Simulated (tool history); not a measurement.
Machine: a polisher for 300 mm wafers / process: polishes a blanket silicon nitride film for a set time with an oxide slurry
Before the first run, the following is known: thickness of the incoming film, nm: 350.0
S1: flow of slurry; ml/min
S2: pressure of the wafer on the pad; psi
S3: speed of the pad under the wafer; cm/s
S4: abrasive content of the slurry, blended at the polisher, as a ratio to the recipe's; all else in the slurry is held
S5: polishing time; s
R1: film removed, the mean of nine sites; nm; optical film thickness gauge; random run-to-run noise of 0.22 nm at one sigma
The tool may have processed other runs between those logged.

run 1 hour=0 | S1=165 S2=3.8 S3=132 S4=1 S5=19 | R1=10.856
run 2 hour=2.2 | S1=165 S2=3.8 S3=132 S4=1.1 S5=19 | R1=11.614
run 3 hour=2.8 | S1=165 S2=4.1 S3=132 S4=1.1 S5=19 | R1=12.485
run 4 hour=7.6 | S1=165 S2=4.3 S3=132 S4=1.1 S5=19 | R1=12.825
run 5 hour=8.6 | S1=165 S2=4.3 S3=132 S4=1.2 S5=19 | R1=13.441
run 6 hour=11 | S1=165 S2=4.5 S3=132 S4=1.2 S5=19 | R1=14.101

Expected results for the next run?
run 7 hour=14 | S1=180 S2=5.5 S3=136 S4=1.2 S5=19 | R1=?

R1: 17.682 nm
